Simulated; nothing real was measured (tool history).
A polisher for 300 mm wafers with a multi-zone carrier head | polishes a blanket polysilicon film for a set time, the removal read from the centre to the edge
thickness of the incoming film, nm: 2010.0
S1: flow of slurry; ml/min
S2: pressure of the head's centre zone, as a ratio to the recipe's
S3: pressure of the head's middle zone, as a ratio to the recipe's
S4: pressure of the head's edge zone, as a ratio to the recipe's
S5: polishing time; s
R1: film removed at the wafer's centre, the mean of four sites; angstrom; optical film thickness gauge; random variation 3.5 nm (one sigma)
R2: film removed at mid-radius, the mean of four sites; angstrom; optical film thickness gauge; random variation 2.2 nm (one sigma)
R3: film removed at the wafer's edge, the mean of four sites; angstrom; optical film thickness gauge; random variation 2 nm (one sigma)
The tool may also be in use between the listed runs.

{"run": 1, "hour": 0.0, "S1": 175, "S2": 1, "S3": 1, "S4": 1, "S5": 59, "R1": 5948.7, "R2": 5947.9, "R3": 5937.9}
{"run": 2, "hour": 6.9, "S1": 175, "S2": 1, "S3": 1, "S4": 1, "S5": 72, "R1": 7327.2, "R2": 7368.3, "R3": 7241.9}
{"run": 3, "hour": 14.6, "S1": 155, "S2": 1.03, "S3": 1.01, "S4": 0.95, "S5": 60, "R1": 6153.6, "R2": 5970.5, "R3": 5837.1}
{"run": 4, "hour": 21.3, "S1": 140, "S2": 1.05, "S3": 1.02, "S4": 0.91, "S5": 51, "R1": 5195.8, "R2": 5098.5, "R3": 4795.4}
{"run": 5, "hour": 30.3, "S1": 140, "S2": 1.05, "S3": 1.02, "S4": 0.91, "S5": 61, "R1": 6173.9, "R2": 6089.8, "R3": 5665}
{"run": 6, "hour": 39.0, "S1": 140, "S2": 1.05, "S3": 1.02, "S4": 0.86, "S5": 61, "R1": 6197.4, "R2": 6092.2, "R3": 5640.9}

Run 7 comes next. What will it give?
{"run": 7, "hour": 42.5, "S1": 135, "S2": 1.07, "S3": 1.02, "S4": 0.85, "S5": 52, "R1": "?", "R2": "?", "R3": "?"}

Run 7 gave R1 5338 angstrom, R2 5030.8 angstrom, R3 4721.7 angstrom.
